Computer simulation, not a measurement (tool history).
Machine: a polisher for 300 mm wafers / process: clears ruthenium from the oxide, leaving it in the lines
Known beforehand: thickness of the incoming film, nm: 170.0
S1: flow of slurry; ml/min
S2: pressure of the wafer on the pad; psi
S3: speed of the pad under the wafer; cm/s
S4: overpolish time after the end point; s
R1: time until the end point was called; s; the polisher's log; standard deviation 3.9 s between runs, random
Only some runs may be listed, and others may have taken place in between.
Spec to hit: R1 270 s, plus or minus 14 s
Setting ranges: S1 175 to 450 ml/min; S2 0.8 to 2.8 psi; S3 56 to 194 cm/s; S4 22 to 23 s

run 1 hour=0 | S1=290 S2=1.8 S3=124 S4=22 | R1=145.42
run 2 hour=7.7 | S1=290 S2=1.8 S3=98 S4=22 | R1=181.14
run 3 hour=14 | S1=290 S2=1.7 S3=98 S4=22 | R1=193.72
run 4 hour=20.4 | S1=320 S2=1.7 S3=98 S4=22 | R1=191.1
run 5 hour=21 | S1=320 S2=1.6 S3=98 S4=22 | R1=198.98
run 6 hour=21.7 | S1=370 S2=1.6 S3=98 S4=22 | R1=200.97
run 7 hour=27.2 | S1=370 S2=1.5 S3=98 S4=22 | R1=214.57
run 8 hour=30.3 | S1=370 S2=1.3 S3=96 S4=22 | R1=248.16

Which single option among these 4 for the next run brings every result within its allowed miss of target? Just one does.
run A hour=33.4 | S1=365 S2=1.4 S3=108 S4=22 | R1=?
run B hour=33.4 | S1=205 S2=1.5 S3=102 S4=22 | R1=?
run C hour=33.4 | S1=315 S2=1.3 S3=102 S4=23 | R1=?
run D hour=33.4 | S1=450 S2=1.2 S3=94 S4=23 | R1=?

move=A R1=203.85
move=B R1=211.77
move=C R1=233.44
move=D R1=265.3
A: moves away from the targets compared with the last run
B: moves away from the targets compared with the last run
C: moves away from the targets compared with the last run
D: hits every target within its allowed miss
D meets every target.
